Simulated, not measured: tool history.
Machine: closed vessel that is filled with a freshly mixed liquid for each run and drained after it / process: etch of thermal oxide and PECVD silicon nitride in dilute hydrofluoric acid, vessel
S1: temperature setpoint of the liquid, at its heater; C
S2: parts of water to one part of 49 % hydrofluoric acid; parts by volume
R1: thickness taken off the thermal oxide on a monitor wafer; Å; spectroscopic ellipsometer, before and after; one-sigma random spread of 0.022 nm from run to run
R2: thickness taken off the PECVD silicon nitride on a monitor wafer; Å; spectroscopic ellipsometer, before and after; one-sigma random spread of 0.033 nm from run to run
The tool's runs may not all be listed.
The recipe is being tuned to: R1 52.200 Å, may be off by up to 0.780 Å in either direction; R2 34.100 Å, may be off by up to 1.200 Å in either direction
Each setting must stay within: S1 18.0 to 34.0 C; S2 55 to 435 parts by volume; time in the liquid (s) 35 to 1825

Run 1, hour 0.0: S1 26.0 C, S2 245 parts by volume, time in the liquid (s) 930. Result: R1 174.930 Å, R2 103.220 Å.
Run 2, hour 2.9: S1 25.5 C, S2 270 parts by volume, time in the liquid (s) 925. Result: R1 150.920 Å, R2 89.767 Å.
Run 3, hour 8.5: S1 24.0 C, S2 270 parts by volume, time in the liquid (s) 925. Result: R1 143.120 Å, R2 81.067 Å.
Run 4, hour 10.2: S1 24.0 C, S2 290 parts by volume, time in the liquid (s) 910. Result: R1 128.530 Å, R2 75.266 Å.
Run 5, hour 18.1: S1 24.0 C, S2 290 parts by volume, time in the liquid (s) 1170. Result: R1 165.420 Å, R2 95.513 Å.
Run 6, hour 19.0: S1 27.5 C, S2 290 parts by volume, time in the liquid (s) 1170. Result: R1 185.340 Å, R2 120.540 Å.
Run 7, hour 26.5: S1 27.0 C, S2 305 parts by volume, time in the liquid (s) 1130. Result: R1 166.260 Å, R2 106.250 Å.
Run 8, hour 32.8: S1 26.5 C, S2 320 parts by volume, time in the liquid (s) 1080. Result: R1 146.070 Å, R2 93.155 Å.
Run 9, hour 38.1: S1 26.0 C, S2 335 parts by volume, time in the liquid (s) 1030. Result: R1 129.450 Å, R2 82.126 Å.
Run 10, hour 44.2: S1 26.0 C, S2 345 parts by volume, time in the liquid (s) 975. Result: R1 117.890 Å, R2 77.495 Å.
Run 11, hour 50.9: S1 25.5 C, S2 355 parts by volume, time in the liquid (s) 940. Result: R1 107.450 Å, R2 68.553 Å.
Run 12, hour 56.2: S1 25.5 C, S2 365 parts by volume, time in the liquid (s) 900. Result: R1 97.996 Å, R2 65.253 Å.
Run 13, hour 60.5: S1 25.0 C, S2 375 parts by volume, time in the liquid (s) 875. Result: R1 92.026 Å, R2 60.278 Å.
Run 14, hour 63.1: S1 24.5 C, S2 380 parts by volume, time in the liquid (s) 845. Result: R1 85.374 Å, R2 55.116 Å.
Run 15, hour 71.0: S1 24.5 C, S2 385 parts by volume, time in the liquid (s) 820. Result: R1 81.498 Å, R2 52.883 Å.
Run 16, hour 74.6: S1 24.5 C, S2 390 parts by volume, time in the liquid (s) 800. Result: R1 77.668 Å, R2 50.980 Å.
Run 17, hour 79.8: S1 24.0 C, S2 395 parts by volume, time in the liquid (s) 785. Result: R1 73.630 Å, R2 47.268 Å.
Run 18, hour 84.0: S1 24.0 C, S2 400 parts by volume, time in the liquid (s) 770. Result: R1 71.121 Å, R2 46.117 Å.
Run 19, hour 90.3: S1 24.0 C, S2 405 parts by volume, time in the liquid (s) 755. Result: R1 68.198 Å, R2 45.583 Å.
Run 20, hour 96.5: S1 23.5 C, S2 410 parts by volume, time in the liquid (s) 750. Result: R1 66.289 Å, R2 42.699 Å.

4 next moves are on the table. One of them brings every result within its allowed miss. Which?
Run A, hour 102.7: S1 24.0 C, S2 435 parts by volume, time in the liquid (s) 605. Result: R1 ?, R2 ?.
Run B, hour 102.7: S1 18.0 C, S2 410 parts by volume, time in the liquid (s) 840. Result: R1 ?, R2 ?.
Run C, hour 102.7: S1 24.0 C, S2 400 parts by volume, time in the liquid (s) 565. Result: R1 ?, R2 ?.
Run D, hour 102.7: S1 22.5 C, S2 435 parts by volume, time in the liquid (s) 750. Result: R1 ?, R2 ?.

move      R1      R2
   A  49.807  33.474
   B  61.141  34.201
   C  52.172  33.969
   D  58.798  37.981
A: moves the result that the last run missed by most past its target, out the other side
B: closer than the last run, but not yet in spec
C: in spec on every target
D: closer than the last run, but not yet in spec
C is the move that brings every result within its allowed miss.
